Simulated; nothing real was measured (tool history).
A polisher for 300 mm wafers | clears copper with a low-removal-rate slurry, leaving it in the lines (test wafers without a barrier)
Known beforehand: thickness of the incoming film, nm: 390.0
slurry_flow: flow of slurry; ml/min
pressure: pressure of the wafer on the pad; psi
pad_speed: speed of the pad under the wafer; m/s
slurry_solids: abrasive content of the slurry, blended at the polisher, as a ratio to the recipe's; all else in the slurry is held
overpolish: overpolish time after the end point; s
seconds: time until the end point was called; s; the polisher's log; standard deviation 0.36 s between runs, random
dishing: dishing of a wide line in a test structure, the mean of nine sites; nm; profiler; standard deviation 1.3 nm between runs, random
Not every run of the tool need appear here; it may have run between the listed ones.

{"run": 1, "day": 0.0, "slurry_flow": 145, "pressure": 4.1, "pad_speed": 1.38, "slurry_solids": 1.0, "overpolish": 28, "seconds": 63.654, "dishing": 76.348}
{"run": 2, "day": 0.112, "slurry_flow": 120, "pressure": 4.1, "pad_speed": 1.38, "slurry_solids": 1.0, "overpolish": 28, "seconds": 65.431, "dishing": 75.304}
{"run": 3, "day": 0.462, "slurry_flow": 150, "pressure": 4.1, "pad_speed": 1.38, "slurry_solids": 1.0, "overpolish": 28, "seconds": 63.213, "dishing": 75.184}
{"run": 4, "day": 0.492, "slurry_flow": 180, "pressure": 4.1, "pad_speed": 1.38, "slurry_solids": 1.0, "overpolish": 28, "seconds": 61.73, "dishing": 77.911}
{"run": 5, "day": 0.742, "slurry_flow": 180, "pressure": 4.1, "pad_speed": 1.38, "slurry_solids": 1.05, "overpolish": 28, "seconds": 61.031, "dishing": 79.387}
{"run": 6, "day": 0.808, "slurry_flow": 160, "pressure": 4.1, "pad_speed": 1.38, "slurry_solids": 1.05, "overpolish": 28, "seconds": 61.936, "dishing": 78.783}
{"run": 7, "day": 1.117, "slurry_flow": 160, "pressure": 4.4, "pad_speed": 1.38, "slurry_solids": 1.05, "overpolish": 28, "seconds": 58.567, "dishing": 79.01}
{"run": 8, "day": 1.362, "slurry_flow": 160, "pressure": 4.7, "pad_speed": 1.38, "slurry_solids": 1.05, "overpolish": 30, "seconds": 56.208, "dishing": 84.38}
{"run": 9, "day": 1.671, "slurry_flow": 165, "pressure": 5.0, "pad_speed": 1.38, "slurry_solids": 1.05, "overpolish": 31, "seconds": 53.064, "dishing": 90.778}

Run 10 has not been measured yet. What should we expect?
{"run": 10, "day": 1.938, "slurry_flow": 165, "pressure": 5.2, "pad_speed": 1.38, "slurry_solids": 1.05, "overpolish": 31, "seconds": "?", "dishing": "?"}

seconds: 51.312 s
dishing: 91.497 nm
